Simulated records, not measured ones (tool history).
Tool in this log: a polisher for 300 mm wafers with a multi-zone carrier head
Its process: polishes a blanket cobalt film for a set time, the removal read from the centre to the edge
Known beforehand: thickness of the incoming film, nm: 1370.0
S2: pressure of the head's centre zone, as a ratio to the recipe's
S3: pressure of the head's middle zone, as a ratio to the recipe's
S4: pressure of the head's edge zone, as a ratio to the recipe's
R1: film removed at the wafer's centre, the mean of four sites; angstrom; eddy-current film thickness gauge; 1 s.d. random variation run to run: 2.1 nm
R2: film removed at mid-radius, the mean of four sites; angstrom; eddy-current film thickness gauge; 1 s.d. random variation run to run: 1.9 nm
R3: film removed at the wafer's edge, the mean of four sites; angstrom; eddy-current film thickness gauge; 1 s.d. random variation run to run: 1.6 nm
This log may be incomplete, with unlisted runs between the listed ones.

{"run": 1, "hour": 0.0, "flow of slurry (ml/min)": 150, "S2": 1, "S3": 1, "S4": 1, "polishing time (s)": 72, "R1": 2271.9, "R2": 2192.1, "R3": 2216.7}
{"run": 2, "hour": 5.0, "flow of slurry (ml/min)": 150, "S2": 1.07, "S3": 1, "S4": 1, "polishing time (s)": 72, "R1": 2392.3, "R2": 2248.1, "R3": 2232.6}
{"run": 3, "hour": 10.3, "flow of slurry (ml/min)": 150, "S2": 1.07, "S3": 1, "S4": 1.06, "polishing time (s)": 72, "R1": 2456.9, "R2": 2214.2, "R3": 2294.1}
{"run": 4, "hour": 13.3, "flow of slurry (ml/min)": 175, "S2": 1.07, "S3": 1, "S4": 1.06, "polishing time (s)": 72, "R1": 2462.1, "R2": 2288, "R3": 2301.2}
{"run": 5, "hour": 18.6, "flow of slurry (ml/min)": 175, "S2": 1.07, "S3": 1, "S4": 1.11, "polishing time (s)": 72, "R1": 2457.7, "R2": 2240.9, "R3": 2384.9}
{"run": 6, "hour": 24.3, "flow of slurry (ml/min)": 175, "S2": 1.03, "S3": 0.99, "S4": 1.08, "polishing time (s)": 66, "R1": 2228.1, "R2": 2065.5, "R3": 2189.7}
{"run": 7, "hour": 31.5, "flow of slurry (ml/min)": 170, "S2": 1, "S3": 0.99, "S4": 1.05, "polishing time (s)": 61, "R1": 1972, "R2": 1922.2, "R3": 1979.1}
{"run": 8, "hour": 36.6, "flow of slurry (ml/min)": 170, "S2": 1, "S3": 0.99, "S4": 1.05, "polishing time (s)": 61, "R1": 1930.1, "R2": 1892.8, "R3": 1957.5}
{"run": 9, "hour": 38.3, "flow of slurry (ml/min)": 165, "S2": 0.98, "S3": 0.97, "S4": 1.02, "polishing time (s)": 59, "R1": 1839.1, "R2": 1794.4, "R3": 1897.4}
{"run": 10, "hour": 40.4, "flow of slurry (ml/min)": 160, "S2": 0.97, "S3": 0.96, "S4": 0.99, "polishing time (s)": 57, "R1": 1766.3, "R2": 1754.9, "R3": 1784.2}
{"run": 11, "hour": 46.5, "flow of slurry (ml/min)": 155, "S2": 0.95, "S3": 0.94, "S4": 0.97, "polishing time (s)": 56, "R1": 1701.7, "R2": 1700.1, "R3": 1733.4}
{"run": 12, "hour": 54.7, "flow of slurry (ml/min)": 150, "S2": 0.94, "S3": 0.93, "S4": 0.95, "polishing time (s)": 55, "R1": 1656, "R2": 1607.4, "R3": 1680.5}
{"run": 13, "hour": 58.6, "flow of slurry (ml/min)": 145, "S2": 0.93, "S3": 0.93, "S4": 0.94, "polishing time (s)": 54, "R1": 1558.1, "R2": 1536.1, "R3": 1655.5}
{"run": 14, "hour": 63.1, "flow of slurry (ml/min)": 145, "S2": 0.93, "S3": 0.94, "S4": 0.92, "polishing time (s)": 54, "R1": 1543.7, "R2": 1585.8, "R3": 1607.2}
{"run": 15, "hour": 67.9, "flow of slurry (ml/min)": 140, "S2": 0.93, "S3": 0.94, "S4": 0.91, "polishing time (s)": 54, "R1": 1591.3, "R2": 1553.4, "R3": 1597.6}

What does the tool deliver on the next run?
{"run": 16, "hour": 75.0, "flow of slurry (ml/min)": 140, "S2": 0.92, "S3": 0.94, "S4": 0.9, "polishing time (s)": 54, "R1": "?", "R2": "?", "R3": "?"}

{"run 16": {"R1": 1573, "R2": 1539, "R3": 1612.5}}

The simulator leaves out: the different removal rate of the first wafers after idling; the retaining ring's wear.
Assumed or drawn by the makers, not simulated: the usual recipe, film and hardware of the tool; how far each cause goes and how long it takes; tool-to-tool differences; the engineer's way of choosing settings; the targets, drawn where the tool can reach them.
